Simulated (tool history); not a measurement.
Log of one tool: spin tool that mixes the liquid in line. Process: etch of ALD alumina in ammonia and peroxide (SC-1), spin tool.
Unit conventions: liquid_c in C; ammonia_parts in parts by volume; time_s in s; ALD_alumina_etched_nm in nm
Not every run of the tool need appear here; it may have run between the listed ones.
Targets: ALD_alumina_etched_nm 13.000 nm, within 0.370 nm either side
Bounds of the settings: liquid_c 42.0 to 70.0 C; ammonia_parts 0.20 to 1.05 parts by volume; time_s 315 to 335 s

run	day	liquid_c	ammonia_parts	time_s	ALD_alumina_etched_nm
1	0.000	58.0	0.55	315	21.498
2	0.279	62.5	0.55	315	26.769
3	0.638	58.0	0.55	315	21.183
4	0.721	52.0	0.55	315	15.333
5	1.062	51.0	0.55	315	14.437
6	1.288	51.0	0.55	335	15.269
7	1.604	50.0	0.55	335	14.641
8	1.696	49.5	0.55	335	14.062
# day 1.921: ammonia flow meter replaced
9	1.921	49.0	0.55	335	13.771

Which of these 4 next moves meets every target?
A	2.146	48.5	0.55	320	?
B	2.146	50.5	0.50	325	?
C	2.146	50.0	0.55	320	?
D	2.146	52.0	0.35	315	?

move	ALD_alumina_etched_nm
A	12.789
B	14.374
C	13.895
D	14.616
A: hits every target within its allowed miss
B: the biggest miss grows against the last run
C: the biggest miss grows against the last run
D: the biggest miss grows against the last run
The right move is A.

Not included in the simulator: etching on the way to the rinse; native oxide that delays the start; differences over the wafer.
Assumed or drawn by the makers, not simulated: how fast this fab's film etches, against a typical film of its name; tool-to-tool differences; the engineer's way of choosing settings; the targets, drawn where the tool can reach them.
